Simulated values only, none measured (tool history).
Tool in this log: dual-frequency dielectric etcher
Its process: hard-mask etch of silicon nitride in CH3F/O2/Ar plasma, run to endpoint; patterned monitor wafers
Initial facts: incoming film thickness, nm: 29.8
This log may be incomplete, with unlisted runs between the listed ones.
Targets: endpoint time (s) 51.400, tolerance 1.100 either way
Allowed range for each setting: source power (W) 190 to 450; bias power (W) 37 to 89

run,hour,source power (W),bias power (W),endpoint time (s)
1,0.0,320,63,44.086
2,2.2,270,63,47.223
3,6.9,260,62,47.288
4,11.5,310,62,45.162
5,15.6,310,52,47.045
6,18.3,290,51,48.429
7,23.9,280,50,49.506
8,28.8,270,50,49.811
9,37.4,260,50,50.128

Below are 5 possible settings for the next run. Only one of them brings all results inside the allowed miss of their targets. Which is it?
A,46.0,290,52,?
B,46.0,250,55,?
C,46.0,300,49,?
D,46.0,230,44,?
E,46.0,250,48,?

move,endpoint time (s)
A,48.337
B,49.848
C,48.567
D,54.188
E,51.679
A: the biggest miss grows against the last run
B: the biggest miss grows against the last run
C: the biggest miss grows against the last run
D: the result that was furthest off in the last run now lies on the other side of its target
E: all results land within tolerance of their targets
Move E is the one to make.
